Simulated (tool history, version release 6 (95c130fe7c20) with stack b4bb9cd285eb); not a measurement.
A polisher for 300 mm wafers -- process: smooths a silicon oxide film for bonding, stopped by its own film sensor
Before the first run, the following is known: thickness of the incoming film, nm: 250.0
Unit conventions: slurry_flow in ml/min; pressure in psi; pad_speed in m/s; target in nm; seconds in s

run 1 day=0 | slurry_flow=285 pressure=2.3 pad_speed=0.88 slurry_solids=1 target=211 | seconds=45.432
run 2 day=0.338 | slurry_flow=285 pressure=2.3 pad_speed=0.98 slurry_solids=1 target=211 | seconds=42.021
run 3 day=0.683 | slurry_flow=340 pressure=2.3 pad_speed=0.98 slurry_solids=1 target=211 | seconds=41.185
run 4 day=1.017 | slurry_flow=340 pressure=2 pad_speed=0.92 slurry_solids=1 target=211 | seconds=49.078
run 5 day=1.271 | slurry_flow=340 pressure=2.5 pad_speed=0.92 slurry_solids=1 target=211 | seconds=40.747
run 6 day=1.458 | slurry_flow=340 pressure=2.2 pad_speed=0.84 slurry_solids=1 target=211 | seconds=48.292

Estimate the outcome of run 7 from the log above:
run 7 day=1.521 | slurry_flow=340 pressure=1.9 pad_speed=0.78 slurry_solids=1 target=211 | seconds=?

Run 7 yielded seconds 58.28 s.
